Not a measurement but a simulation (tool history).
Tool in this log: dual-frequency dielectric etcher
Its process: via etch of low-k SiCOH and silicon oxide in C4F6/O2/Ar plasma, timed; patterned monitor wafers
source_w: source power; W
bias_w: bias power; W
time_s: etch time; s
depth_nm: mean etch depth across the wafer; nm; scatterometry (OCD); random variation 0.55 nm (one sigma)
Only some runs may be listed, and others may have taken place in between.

| run | day | source_w | bias_w | time_s | depth_nm |
|---|---|---|---|---|---|
| 1 | 0.000 | 350 | 192 | 27.0 | 64.332 |
| 2 | 0.354 | 380 | 205 | 27.0 | 68.311 |
| 3 | 0.675 | 430 | 205 | 27.0 | 72.131 |
| 4 | 0.704 | 440 | 214 | 27.0 | 73.863 |
| 5 | 0.762 | 450 | 222 | 27.0 | 76.695 |
| 6 | 0.938 | 450 | 205 | 27.0 | 74.502 |
| 7 | 1.125 | 460 | 213 | 27.0 | 76.338 |

Run 8, settings as shown, results not yet in. Your forecast:
| 8 | 1.338 | 470 | 218 | 27.0 | ? |

depth_nm: 78.112 nm
